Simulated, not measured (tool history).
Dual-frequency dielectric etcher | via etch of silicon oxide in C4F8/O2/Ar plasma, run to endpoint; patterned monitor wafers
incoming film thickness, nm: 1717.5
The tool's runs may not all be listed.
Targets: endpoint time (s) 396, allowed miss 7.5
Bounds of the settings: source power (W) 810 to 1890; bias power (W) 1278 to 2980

run,hour,source power (W),bias power (W),endpoint time (s)
1,0,1350,2129,362.45
2,8.1,1590,2129,345.61
3,8.8,1500,2129,352.36
4,13.7,1500,2480,339.94
5,16.2,1660,2480,331.39
6,24.3,1470,2480,339.86
7,30.3,1320,2325,354.96
8,36.9,1210,2212,368.06
9,42.1,1130,2160,375.37
10,45.8,1070,2122,385.52
11,50.7,1040,2108,387.28
12,56.1,1020,2096,386.59

Which of these 4 next moves meets every target?
A,61.5,1120,2202,?
B,61.5,1100,2167,?
C,61.5,900,2102,?
D,61.5,1050,2325,?

move,endpoint time (s)
A,372.61
B,375.6
C,394.81
D,372.78
A: further off than the last run
B: further off than the last run
C: meets every target
D: further off than the last run
Answer: C
